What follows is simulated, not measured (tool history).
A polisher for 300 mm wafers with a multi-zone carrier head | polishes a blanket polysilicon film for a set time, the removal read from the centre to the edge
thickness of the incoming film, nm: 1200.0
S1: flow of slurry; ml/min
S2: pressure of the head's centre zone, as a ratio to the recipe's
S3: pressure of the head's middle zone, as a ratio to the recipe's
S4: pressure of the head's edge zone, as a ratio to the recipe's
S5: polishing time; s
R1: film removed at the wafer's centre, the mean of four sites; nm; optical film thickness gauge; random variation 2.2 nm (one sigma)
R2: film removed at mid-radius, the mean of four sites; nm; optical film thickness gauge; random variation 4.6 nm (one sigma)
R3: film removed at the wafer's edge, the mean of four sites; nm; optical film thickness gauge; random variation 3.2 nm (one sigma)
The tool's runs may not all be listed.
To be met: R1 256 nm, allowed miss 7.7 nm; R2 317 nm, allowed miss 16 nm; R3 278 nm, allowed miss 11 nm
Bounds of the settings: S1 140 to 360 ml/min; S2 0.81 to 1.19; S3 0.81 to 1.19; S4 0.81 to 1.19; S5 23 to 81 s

| run | hour | S1 | S2 | S3 | S4 | S5 | R1 | R2 | R3 |
|---|---|---|---|---|---|---|---|---|---|
| 1 | 0 | 230 | 1 | 1 | 1 | 52 | 410.24 | 419.06 | 419.41 |
| 2 | 7.1 | 230 | 1 | 1.08 | 1 | 52 | 414.06 | 449.09 | 416.27 |
| 3 | 14.3 | 230 | 1 | 1.04 | 1 | 52 | 409.78 | 440.06 | 414.61 |
| 4 | 15.2 | 225 | 0.96 | 1.04 | 0.96 | 46 | 352.04 | 388.86 | 364.76 |
| 5 | 16.1 | 220 | 0.93 | 1.05 | 0.93 | 42 | 308.06 | 348.75 | 332.12 |
| 6 | 21.1 | 220 | 0.92 | 1.08 | 0.9 | 40 | 292.49 | 355.59 | 305.6 |
| 7 | 24.3 | 210 | 0.9 | 1.06 | 0.87 | 39 | 279.1 | 333.98 | 294.04 |
| 8 | 26.9 | 200 | 0.88 | 1.06 | 0.86 | 39 | 272.09 | 328.57 | 292.87 |
| 9 | 28.9 | 195 | 0.87 | 1.06 | 0.84 | 39 | 271.27 | 325.52 | 282.08 |

5 next moves are on the table. One of them brings every result within its allowed miss. Which?
| A | 30.9 | 220 | 0.85 | 1.13 | 0.86 | 40 | ? | ? | ? |
| B | 30.9 | 145 | 0.85 | 1.04 | 0.82 | 39 | ? | ? | ? |
| C | 30.9 | 160 | 0.81 | 0.97 | 0.9 | 37 | ? | ? | ? |
| D | 30.9 | 210 | 0.88 | 1.09 | 0.88 | 34 | ? | ? | ? |
| E | 30.9 | 180 | 0.88 | 1.01 | 0.86 | 34 | ? | ? | ? |

| move | R1 | R2 | R3 |
|---|---|---|---|
| A | 278.35 | 362.13 | 298.79 |
| B | 256.36 | 312.73 | 275.15 |
| C | 236.74 | 283.4 | 275.02 |
| D | 242.29 | 296.89 | 255.8 |
| E | 237.4 | 273.35 | 250.1 |
A: further off than the last run
B: meets every target
C: takes the result that was furthest off past its target
D: takes the result that was furthest off past its target
E: takes the result that was furthest off past its target
Answer: B

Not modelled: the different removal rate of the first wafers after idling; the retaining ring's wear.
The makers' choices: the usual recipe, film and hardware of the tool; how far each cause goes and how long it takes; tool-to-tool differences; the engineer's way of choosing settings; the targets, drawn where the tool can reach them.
